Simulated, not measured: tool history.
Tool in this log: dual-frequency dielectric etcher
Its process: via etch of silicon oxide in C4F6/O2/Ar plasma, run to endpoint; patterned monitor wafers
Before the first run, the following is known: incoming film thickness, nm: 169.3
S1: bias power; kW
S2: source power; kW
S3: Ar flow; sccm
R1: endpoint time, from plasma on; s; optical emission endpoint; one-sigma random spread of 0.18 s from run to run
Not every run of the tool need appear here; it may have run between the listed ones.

run 1 hour=0 | S1=0.384 S2=0.31 S3=253 | R1=43.272
run 2 hour=5.2 | S1=0.32 S2=0.31 S3=253 | R1=48.498
run 3 hour=9.5 | S1=0.377 S2=0.31 S3=253 | R1=43.884
run 4 hour=15 | S1=0.364 S2=0.31 S3=253 | R1=44.92
run 5 hour=17 | S1=0.353 S2=0.31 S3=253 | R1=45.8
run 6 hour=21.1 | S1=0.353 S2=0.29 S3=253 | R1=46.385
run 7 hour=25.9 | S1=0.345 S2=0.29 S3=253 | R1=47.104

What does the tool deliver on the next run?
run 8 hour=32.7 | S1=0.338 S2=0.29 S3=253 | R1=?

Run 8 gave R1 48.105 s.
